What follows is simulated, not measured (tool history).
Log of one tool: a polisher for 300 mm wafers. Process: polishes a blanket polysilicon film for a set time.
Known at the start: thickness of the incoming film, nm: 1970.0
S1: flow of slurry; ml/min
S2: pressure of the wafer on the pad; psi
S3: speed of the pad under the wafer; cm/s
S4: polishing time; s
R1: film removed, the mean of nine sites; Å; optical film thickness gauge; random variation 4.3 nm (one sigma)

Run 1, hour 0: S1 155 ml/min, S2 3.3 psi, S3 122 cm/s, S4 61 s. Result: R1 6030.8 Å.
Run 2, hour 5: S1 155 ml/min, S2 3 psi, S3 122 cm/s, S4 61 s. Result: R1 5607.6 Å.
Run 3, hour 8.1: S1 155 ml/min, S2 3.8 psi, S3 122 cm/s, S4 61 s. Result: R1 6782.1 Å.
Run 4, hour 13.6: S1 155 ml/min, S2 4.4 psi, S3 122 cm/s, S4 61 s. Result: R1 7668.5 Å.
Run 5, hour 14.4: S1 125 ml/min, S2 4.4 psi, S3 122 cm/s, S4 61 s. Result: R1 7055.3 Å.
Run 6, hour 19.5: S1 120 ml/min, S2 4 psi, S3 120 cm/s, S4 61 s. Result: R1 6333.8 Å.
Run 7, hour 27: S1 115 ml/min, S2 3.6 psi, S3 118 cm/s, S4 61 s. Result: R1 5812.8 Å.

Run 8 comes next. What will it give?
Run 8, hour 28.5: S1 115 ml/min, S2 3.3 psi, S3 116 cm/s, S4 61 s. Result: R1 ?.

Run 8 gave R1 5350.2 Å.
